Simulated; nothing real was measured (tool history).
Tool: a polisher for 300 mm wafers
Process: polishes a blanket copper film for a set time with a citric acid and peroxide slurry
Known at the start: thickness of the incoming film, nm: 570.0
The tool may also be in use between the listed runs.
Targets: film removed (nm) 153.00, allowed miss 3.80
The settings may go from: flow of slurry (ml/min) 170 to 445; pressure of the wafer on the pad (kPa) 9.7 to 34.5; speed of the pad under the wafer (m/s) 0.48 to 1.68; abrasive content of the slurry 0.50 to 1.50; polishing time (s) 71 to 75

| run | hour | flow of slurry (ml/min) | pressure of the wafer on the pad (kPa) | speed of the pad under the wafer (m/s) | abrasive content of the slurry | polishing time (s) | film removed (nm) |
|---|---|---|---|---|---|---|---|
| 1 | 0.0 | 285 | 22.1 | 1.08 | 1.00 | 71 | 177.53 |
| 2 | 8.8 | 310 | 22.1 | 1.08 | 1.00 | 71 | 180.73 |
| 3 | 10.0 | 310 | 22.1 | 1.08 | 0.85 | 71 | 173.22 |
| 4 | 12.3 | 370 | 22.1 | 1.08 | 0.85 | 71 | 177.95 |
| 5 | 20.7 | 370 | 22.1 | 1.08 | 0.85 | 75 | 186.24 |
| 6 | 22.7 | 370 | 22.1 | 1.08 | 0.85 | 71 | 175.79 |
| 7 | 28.9 | 370 | 21.4 | 1.08 | 0.85 | 71 | 169.23 |
| 8 | 33.2 | 370 | 20.7 | 1.08 | 0.85 | 71 | 167.44 |
| 9 | 41.4 | 365 | 20.0 | 1.08 | 0.85 | 71 | 160.55 |

Which of these 4 next moves meets every target?
| A | 49.6 | 365 | 22.1 | 1.04 | 0.85 | 72 | ? |
| B | 49.6 | 380 | 20.7 | 0.94 | 1.05 | 72 | ? |
| C | 49.6 | 355 | 18.6 | 1.12 | 0.80 | 75 | ? |
| D | 49.6 | 355 | 17.2 | 1.10 | 1.20 | 74 | ? |

| move | film removed (nm) |
|---|---|
| A | 172.18 |
| B | 155.33 |
| C | 165.93 |
| D | 164.90 |
A: further off than the last run
B: meets every target
C: further off than the last run
D: further off than the last run
The right move is B.
